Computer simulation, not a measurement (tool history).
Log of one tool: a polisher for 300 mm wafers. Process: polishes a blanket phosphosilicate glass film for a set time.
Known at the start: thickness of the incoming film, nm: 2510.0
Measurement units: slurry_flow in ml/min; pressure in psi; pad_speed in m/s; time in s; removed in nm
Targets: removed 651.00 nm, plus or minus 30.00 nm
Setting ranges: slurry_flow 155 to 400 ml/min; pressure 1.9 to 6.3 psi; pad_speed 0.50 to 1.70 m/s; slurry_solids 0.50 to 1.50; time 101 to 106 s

Run 1, day 0.000: slurry_flow 255 ml/min, pressure 4.1 psi, pad_speed 1.10 m/s, slurry_solids 1.00, time 101 s. Result: removed 1095.60 nm.
Run 2, day 0.188: slurry_flow 255 ml/min, pressure 3.7 psi, pad_speed 1.08 m/s, slurry_solids 1.00, time 101 s. Result: removed 945.47 nm.
Run 3, day 0.488: slurry_flow 255 ml/min, pressure 3.7 psi, pad_speed 1.08 m/s, slurry_solids 0.90, time 101 s. Result: removed 919.66 nm.
Run 4, day 0.829: slurry_flow 255 ml/min, pressure 3.7 psi, pad_speed 1.08 m/s, slurry_solids 0.80, time 101 s. Result: removed 858.54 nm.
Run 5, day 0.967: slurry_flow 255 ml/min, pressure 3.5 psi, pad_speed 1.08 m/s, slurry_solids 0.80, time 101 s. Result: removed 785.91 nm.
Run 6, day 1.000: slurry_flow 255 ml/min, pressure 3.4 psi, pad_speed 1.08 m/s, slurry_solids 0.80, time 101 s. Result: removed 774.77 nm.
Run 7, day 1.242: slurry_flow 255 ml/min, pressure 3.3 psi, pad_speed 1.08 m/s, slurry_solids 0.80, time 101 s. Result: removed 760.34 nm.
Run 8, day 1.392: slurry_flow 255 ml/min, pressure 2.6 psi, pad_speed 1.06 m/s, slurry_solids 0.80, time 101 s. Result: removed 592.73 nm.
Run 9, day 1.483: slurry_flow 255 ml/min, pressure 2.7 psi, pad_speed 1.06 m/s, slurry_solids 0.80, time 101 s. Result: removed 618.18 nm.

Below are 4 possible settings for the next run. Only one of them brings all results inside the allowed miss of their targets. Which is it?
Run A, day 1.575: slurry_flow 210 ml/min, pressure 2.7 psi, pad_speed 0.98 m/s, slurry_solids 0.85, time 101 s. Result: removed ?.
Run B, day 1.575: slurry_flow 395 ml/min, pressure 2.1 psi, pad_speed 1.26 m/s, slurry_solids 0.95, time 106 s. Result: removed ?.
Run C, day 1.575: slurry_flow 240 ml/min, pressure 3.7 psi, pad_speed 0.76 m/s, slurry_solids 0.55, time 101 s. Result: removed ?.
Run D, day 1.575: slurry_flow 245 ml/min, pressure 2.8 psi, pad_speed 0.96 m/s, slurry_solids 0.80, time 101 s. Result: removed ?.

move  removed
   A   595.92
   B   654.83
   C   520.15
   D   596.89
A: the biggest miss grows against the last run
B: every result within its allowed miss
C: the biggest miss grows against the last run
D: the biggest miss grows against the last run
Correct choice: B, which meets every target

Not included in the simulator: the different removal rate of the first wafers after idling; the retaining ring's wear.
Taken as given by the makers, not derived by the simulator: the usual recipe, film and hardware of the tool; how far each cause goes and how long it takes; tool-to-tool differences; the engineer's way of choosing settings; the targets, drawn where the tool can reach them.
